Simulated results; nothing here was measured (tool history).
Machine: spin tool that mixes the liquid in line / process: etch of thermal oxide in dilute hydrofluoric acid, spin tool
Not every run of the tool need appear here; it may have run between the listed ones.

run	hour	temperature setpoint of the liquid (C)	parts of water to one part of 49 % hydrofluoric acid (parts by volume)	time under the liquid (s)	thickness taken off the thermal oxide on a monitor wafer (angstrom)
1	0.0	23.0	160	305	77.730
2	1.4	25.0	160	305	83.728
3	8.8	25.0	205	305	62.195
4	11.8	25.0	245	305	50.290
5	18.0	26.0	230	305	55.597
6	20.0	26.5	215	305	62.587

Run 7 is up next; what results do you expect?
7	27.3	27.0	205	305	?

{"run 7": {"thickness taken off the thermal oxide on a monitor wafer (angstrom)": 67.234}}
